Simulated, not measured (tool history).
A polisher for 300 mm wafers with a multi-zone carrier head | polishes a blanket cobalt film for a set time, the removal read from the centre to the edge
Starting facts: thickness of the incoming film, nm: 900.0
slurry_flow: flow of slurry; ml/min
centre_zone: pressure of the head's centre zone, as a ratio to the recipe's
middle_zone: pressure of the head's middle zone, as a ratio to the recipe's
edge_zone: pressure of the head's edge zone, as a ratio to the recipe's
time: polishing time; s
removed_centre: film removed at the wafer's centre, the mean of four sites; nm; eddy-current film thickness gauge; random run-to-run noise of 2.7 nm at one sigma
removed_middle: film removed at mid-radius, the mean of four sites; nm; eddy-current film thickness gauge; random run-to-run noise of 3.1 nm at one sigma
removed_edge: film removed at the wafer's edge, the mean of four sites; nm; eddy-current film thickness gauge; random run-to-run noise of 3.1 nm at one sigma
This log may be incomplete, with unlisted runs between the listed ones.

run,hour,slurry_flow,centre_zone,middle_zone,edge_zone,time,removed_centre,removed_middle,removed_edge
1,0.0,180,1.00,1.00,1.00,51,281.49,280.52,296.56
2,2.1,180,1.00,1.00,1.00,57,313.73,320.74,335.24
3,3.7,180,1.00,1.05,1.00,57,315.40,326.97,336.59
4,5.7,180,1.00,1.12,1.00,57,316.88,345.94,331.64
5,8.8,175,1.01,1.09,1.00,56,312.34,329.46,328.18
6,10.0,170,1.02,1.07,1.00,55,300.13,318.62,321.04
# hour 12.0: slurry nozzle cleaned
7,12.0,175,1.02,1.04,1.00,54,346.34,349.19,345.77
8,17.3,185,1.01,1.01,1.00,53,340.24,333.51,341.04
9,24.2,180,1.01,0.99,1.00,52,329.13,322.08,337.53

Expected results for the next run?
10,26.7,180,1.01,0.97,0.99,50,?,?,?

For run 10 the tool returned removed_centre 312.73 nm, removed_middle 305.16 nm, removed_edge 317.69 nm.
